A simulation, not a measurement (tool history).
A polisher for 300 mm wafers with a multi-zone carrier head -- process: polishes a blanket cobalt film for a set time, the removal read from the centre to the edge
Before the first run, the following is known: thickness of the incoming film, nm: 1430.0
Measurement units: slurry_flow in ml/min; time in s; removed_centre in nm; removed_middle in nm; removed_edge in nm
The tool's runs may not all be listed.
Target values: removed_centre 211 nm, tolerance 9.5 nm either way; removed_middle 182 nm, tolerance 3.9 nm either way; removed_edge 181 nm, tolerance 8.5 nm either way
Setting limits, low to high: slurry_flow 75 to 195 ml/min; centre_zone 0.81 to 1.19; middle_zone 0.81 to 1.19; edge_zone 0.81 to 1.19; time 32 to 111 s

{"run": 1, "hour": 0.0, "slurry_flow": 125, "centre_zone": 1, "middle_zone": 1, "edge_zone": 1, "time": 71, "removed_centre": 315.14, "removed_middle": 305.05, "removed_edge": 309.76}
{"run": 2, "hour": 6.1, "slurry_flow": 125, "centre_zone": 1.07, "middle_zone": 1, "edge_zone": 1, "time": 71, "removed_centre": 338.52, "removed_middle": 309.37, "removed_edge": 310.58}
{"run": 3, "hour": 15.1, "slurry_flow": 125, "centre_zone": 1.07, "middle_zone": 1.07, "edge_zone": 1, "time": 71, "removed_centre": 340.86, "removed_middle": 321.36, "removed_edge": 294.79}
{"run": 4, "hour": 15.7, "slurry_flow": 115, "centre_zone": 1.09, "middle_zone": 1.04, "edge_zone": 0.97, "time": 60, "removed_centre": 285.65, "removed_middle": 264.61, "removed_edge": 247.14}
{"run": 5, "hour": 21.0, "slurry_flow": 110, "centre_zone": 1.1, "middle_zone": 1.01, "edge_zone": 0.94, "time": 54, "removed_centre": 259.08, "removed_middle": 229.26, "removed_edge": 221.01}
{"run": 6, "hour": 25.2, "slurry_flow": 105, "centre_zone": 1.09, "middle_zone": 0.99, "edge_zone": 0.91, "time": 51, "removed_centre": 232.69, "removed_middle": 211.17, "removed_edge": 205.74}
{"run": 7, "hour": 27.8, "slurry_flow": 100, "centre_zone": 1.1, "middle_zone": 0.97, "edge_zone": 0.88, "time": 50, "removed_centre": 233.93, "removed_middle": 201.48, "removed_edge": 199.39}
{"run": 8, "hour": 31.6, "slurry_flow": 95, "centre_zone": 1.1, "middle_zone": 0.96, "edge_zone": 0.86, "time": 49, "removed_centre": 223.31, "removed_middle": 193.47, "removed_edge": 189.99}
{"run": 9, "hour": 38.1, "slurry_flow": 90, "centre_zone": 1.1, "middle_zone": 0.95, "edge_zone": 0.85, "time": 49, "removed_centre": 222.09, "removed_middle": 188.45, "removed_edge": 184.56}
{"run": 10, "hour": 40.5, "slurry_flow": 85, "centre_zone": 1.09, "middle_zone": 0.95, "edge_zone": 0.85, "time": 49, "removed_centre": 213.58, "removed_middle": 187.62, "removed_edge": 188.95}
{"run": 11, "hour": 46.2, "slurry_flow": 85, "centre_zone": 1.09, "middle_zone": 0.95, "edge_zone": 0.84, "time": 49, "removed_centre": 218.41, "removed_middle": 187.39, "removed_edge": 183.07}

5 next moves are on the table. One of them brings every result within its allowed miss. Which?
{"run": "A", "hour": 51.9, "slurry_flow": 95, "centre_zone": 1.12, "middle_zone": 0.97, "edge_zone": 0.85, "time": 48, "removed_centre": "?", "removed_middle": "?", "removed_edge": "?"}
{"run": "B", "hour": 51.9, "slurry_flow": 95, "centre_zone": 1.12, "middle_zone": 0.99, "edge_zone": 0.84, "time": 47, "removed_centre": "?", "removed_middle": "?", "removed_edge": "?"}
{"run": "C", "hour": 51.9, "slurry_flow": 85, "centre_zone": 1.06, "middle_zone": 0.96, "edge_zone": 0.84, "time": 51, "removed_centre": "?", "removed_middle": "?", "removed_edge": "?"}
{"run": "D", "hour": 51.9, "slurry_flow": 80, "centre_zone": 1.1, "middle_zone": 0.96, "edge_zone": 0.87, "time": 48, "removed_centre": "?", "removed_middle": "?", "removed_edge": "?"}
{"run": "E", "hour": 51.9, "slurry_flow": 85, "centre_zone": 1.01, "middle_zone": 0.97, "edge_zone": 0.84, "time": 49, "removed_centre": "?", "removed_middle": "?", "removed_edge": "?"}

move=A removed_centre=225.76 removed_middle=190.2 removed_edge=181.11
move=B removed_centre=221.09 removed_middle=189.47 removed_edge=176.36
move=C removed_centre=221.55 removed_middle=195.92 removed_edge=188.56
move=D removed_centre=212.93 removed_middle=182.02 removed_edge=178.76
move=E removed_centre=203.19 removed_middle=189.93 removed_edge=181.14
A: lands further from the targets than the last run did
B: lands further from the targets than the last run did
C: lands further from the targets than the last run did
D: all results in spec
E: lands further from the targets than the last run did
D meets every target.
